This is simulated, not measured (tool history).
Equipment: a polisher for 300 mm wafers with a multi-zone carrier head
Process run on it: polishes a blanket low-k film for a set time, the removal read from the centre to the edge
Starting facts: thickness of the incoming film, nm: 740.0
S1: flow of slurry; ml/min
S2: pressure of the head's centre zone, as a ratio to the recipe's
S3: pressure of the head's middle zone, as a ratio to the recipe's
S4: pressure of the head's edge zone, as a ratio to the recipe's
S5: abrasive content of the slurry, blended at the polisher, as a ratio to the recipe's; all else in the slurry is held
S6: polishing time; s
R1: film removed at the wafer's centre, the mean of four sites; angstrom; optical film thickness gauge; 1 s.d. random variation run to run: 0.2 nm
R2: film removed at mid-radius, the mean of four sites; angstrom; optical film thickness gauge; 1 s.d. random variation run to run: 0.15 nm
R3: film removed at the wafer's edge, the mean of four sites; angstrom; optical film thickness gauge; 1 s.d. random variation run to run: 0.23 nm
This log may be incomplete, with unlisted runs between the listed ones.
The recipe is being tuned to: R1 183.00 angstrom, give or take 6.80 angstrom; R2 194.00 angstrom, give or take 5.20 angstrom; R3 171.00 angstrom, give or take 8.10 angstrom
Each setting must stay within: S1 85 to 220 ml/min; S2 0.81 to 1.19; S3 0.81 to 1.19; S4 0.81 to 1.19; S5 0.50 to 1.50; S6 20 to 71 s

Run 1, hour 0.0: S1 140 ml/min, S2 1.00, S3 1.00, S4 1.00, S5 1.00, S6 45 s. Result: R1 136.56 angstrom, R2 137.51 angstrom, R3 136.88 angstrom.
Run 2, hour 1.9: S1 155 ml/min, S2 1.02, S3 1.04, S4 1.02, S5 1.05, S6 45 s. Result: R1 143.21 angstrom, R2 144.16 angstrom, R3 140.33 angstrom.
Run 3, hour 9.1: S1 160 ml/min, S2 1.03, S3 1.07, S4 1.02, S5 1.15, S6 45 s. Result: R1 150.70 angstrom, R2 152.74 angstrom, R3 147.52 angstrom.
Run 4, hour 14.2: S1 170 ml/min, S2 1.04, S3 1.10, S4 1.01, S5 1.25, S6 45 s. Result: R1 159.22 angstrom, R2 162.04 angstrom, R3 145.66 angstrom.
Run 5, hour 20.8: S1 170 ml/min, S2 1.07, S3 1.10, S4 1.01, S5 1.25, S6 45 s. Result: R1 162.59 angstrom, R2 163.38 angstrom, R3 152.60 angstrom.
Run 6, hour 24.3: S1 175 ml/min, S2 1.07, S3 1.12, S4 1.02, S5 1.30, S6 45 s. Result: R1 160.52 angstrom, R2 167.69 angstrom, R3 154.91 angstrom.
Run 7, hour 30.0: S1 180 ml/min, S2 1.08, S3 1.13, S4 1.02, S5 1.35, S6 45 s. Result: R1 167.38 angstrom, R2 170.89 angstrom, R3 156.57 angstrom.
Run 8, hour 30.7: S1 185 ml/min, S2 1.08, S3 1.14, S4 1.02, S5 1.40, S6 45 s. Result: R1 170.39 angstrom, R2 174.49 angstrom, R3 158.80 angstrom.
Run 9, hour 33.1: S1 185 ml/min, S2 1.08, S3 1.15, S4 1.02, S5 1.40, S6 45 s. Result: R1 171.00 angstrom, R2 177.27 angstrom, R3 159.40 angstrom.
Run 10, hour 34.0: S1 190 ml/min, S2 1.08, S3 1.16, S4 1.02, S5 1.40, S6 45 s. Result: R1 171.65 angstrom, R2 178.29 angstrom, R3 161.35 angstrom.
Run 11, hour 34.8: S1 210 ml/min, S2 1.08, S3 1.19, S4 1.01, S5 1.50, S6 45 s. Result: R1 177.59 angstrom, R2 191.44 angstrom, R3 160.80 angstrom.

Pick the move, out of 5, that brings all results within their allowed miss; only one does.
Run A, hour 35.6: S1 220 ml/min, S2 1.08, S3 1.19, S4 0.89, S5 1.50, S6 46 s. Result: R1 ?, R2 ?, R3 ?.
Run B, hour 35.6: S1 220 ml/min, S2 1.10, S3 1.16, S4 0.84, S5 1.50, S6 47 s. Result: R1 ?, R2 ?, R3 ?.
Run C, hour 35.6: S1 220 ml/min, S2 1.10, S3 1.19, S4 0.90, S5 1.40, S6 46 s. Result: R1 ?, R2 ?, R3 ?.
Run D, hour 35.6: S1 165 ml/min, S2 1.01, S3 1.13, S4 1.14, S5 1.40, S6 49 s. Result: R1 ?, R2 ?, R3 ?.
Run E, hour 35.6: S1 210 ml/min, S2 1.08, S3 1.18, S4 1.05, S5 1.10, S6 51 s. Result: R1 ?, R2 ?, R3 ?.

move      R1      R2      R3
   A  183.01  192.88  161.34
   B  190.44  192.77  160.67
   C  182.69  188.99  158.91
   D  170.67  185.03  184.55
   E  183.66  192.27  175.56
A: nearer the targets than the last run, but a result is still out of spec
B: neither nearer nor further off than the last run
C: the biggest miss grows against the last run
D: pushes the last run's worst result past its target
E: every result within its allowed miss
Go with E: it meets all targets.
